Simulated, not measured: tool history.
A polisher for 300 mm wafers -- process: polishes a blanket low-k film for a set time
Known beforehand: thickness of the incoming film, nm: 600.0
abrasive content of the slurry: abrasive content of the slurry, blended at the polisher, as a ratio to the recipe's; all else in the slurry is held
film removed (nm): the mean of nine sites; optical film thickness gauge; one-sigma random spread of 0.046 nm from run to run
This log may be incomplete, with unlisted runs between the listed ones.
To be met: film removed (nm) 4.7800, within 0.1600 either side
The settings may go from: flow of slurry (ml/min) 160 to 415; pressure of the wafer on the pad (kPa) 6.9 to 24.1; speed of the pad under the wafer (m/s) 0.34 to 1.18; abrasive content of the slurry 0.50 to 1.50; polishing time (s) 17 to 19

run  hour  flow of slurry (ml/min)  pressure of the wafer on the pad (kPa)  speed of the pad under the wafer (m/s)  abrasive content of the slurry  polishing time (s)  film removed (nm)
  1   0.0                      265                                    15.2                                    0.76                            1.00                  19             6.1731
  2   1.5                      265                                    15.2                                    0.76                            1.00                  19             6.0811
  3   6.0                      265                                    14.5                                    0.76                            1.00                  19             6.0553
  4  11.9                      265                                    18.6                                    0.76                            1.00                  19             7.1559
  5  13.9                      265                                    18.6                                    0.64                            1.00                  19             6.4625
  6  15.4                      265                                    18.6                                    0.82                            1.00                  19             7.4046
  7  20.2                      265                                    18.6                                    0.82                            1.00                  19             7.4106
  8  21.1                      265                                    15.9                                    0.80                            1.00                  19             6.5541
  9  27.9                      265                                    13.8                                    0.80                            1.00                  19             6.0793

Consider the 4 candidate settings below. Which is the only one whose results all fall within their allowed miss of target?
  A  34.7                      320                                    11.7                                    0.76                            1.00                  18                  ?
  B  34.7                      265                                    12.4                                    0.72                            0.95                  18                  ?
  C  34.7                      270                                    10.3                                    0.92                            1.10                  17                  ?
  D  34.7                      275                                    11.7                                    0.66                            1.15                  19                  ?

move  film removed (nm)
   A             5.0585
   B             4.8088
   C             5.1980
   D             5.3000
A: nearer the targets than the last run, but a result is still out of spec
B: every result lands within tolerance
C: nearer the targets than the last run, but a result is still out of spec
D: nearer the targets than the last run, but a result is still out of spec
Move B is the one to make.
